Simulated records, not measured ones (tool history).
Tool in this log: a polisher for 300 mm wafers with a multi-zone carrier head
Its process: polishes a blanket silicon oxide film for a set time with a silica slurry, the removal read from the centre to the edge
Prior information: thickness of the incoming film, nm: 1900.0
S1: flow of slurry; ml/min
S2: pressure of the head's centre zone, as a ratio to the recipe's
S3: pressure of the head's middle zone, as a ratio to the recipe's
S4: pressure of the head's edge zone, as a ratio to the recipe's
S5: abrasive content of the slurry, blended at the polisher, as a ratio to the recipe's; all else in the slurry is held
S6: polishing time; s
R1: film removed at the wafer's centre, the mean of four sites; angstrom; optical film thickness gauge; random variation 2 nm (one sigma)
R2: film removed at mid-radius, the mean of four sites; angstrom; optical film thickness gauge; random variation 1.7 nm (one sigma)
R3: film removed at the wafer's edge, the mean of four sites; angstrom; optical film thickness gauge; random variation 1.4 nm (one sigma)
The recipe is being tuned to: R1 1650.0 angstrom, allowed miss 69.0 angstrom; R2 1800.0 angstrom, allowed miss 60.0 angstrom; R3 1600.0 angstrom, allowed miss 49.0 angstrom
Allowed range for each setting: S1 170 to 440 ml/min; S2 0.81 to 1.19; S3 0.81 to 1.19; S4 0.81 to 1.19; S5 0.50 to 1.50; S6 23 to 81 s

run	hour	S1	S2	S3	S4	S5	S6	R1	R2	R3
1	0.0	280	1.00	1.00	1.00	1.00	52	1359.5	1314.8	1331.3
2	1.9	290	1.01	1.05	1.02	1.10	52	1439.0	1440.5	1408.1
3	3.4	320	1.01	1.05	1.02	1.10	52	1435.5	1438.0	1395.2
4	9.5	320	1.01	1.08	1.03	1.20	52	1490.2	1514.6	1465.9
5	10.4	320	1.01	1.11	1.02	1.25	52	1493.8	1584.0	1455.7
6	11.9	320	1.02	1.13	1.03	1.30	52	1536.0	1626.3	1465.6
7	15.5	320	1.02	1.14	1.04	1.35	52	1521.4	1671.9	1501.2
8	16.9	325	1.03	1.15	1.05	1.40	52	1586.2	1673.7	1528.3

Which of these 4 next moves meets every target?
A	18.3	305	1.05	1.16	1.07	1.35	51	?	?	?
B	18.3	310	1.03	1.14	1.07	1.45	51	?	?	?
C	18.3	310	1.01	1.16	1.02	1.40	55	?	?	?
D	18.3	315	1.04	1.11	1.08	1.45	53	?	?	?

move	R1	R2	R3
A	1581.3	1643.5	1489.5
B	1585.6	1655.3	1522.5
C	1660.1	1794.4	1587.2
D	1666.5	1683.8	1592.1
A: its largest miss is bigger than the last run's
B: its largest miss is bigger than the last run's
C: each result inside its tolerance
D: nearer than the last run, and not there yet
The move that meets every target is C.
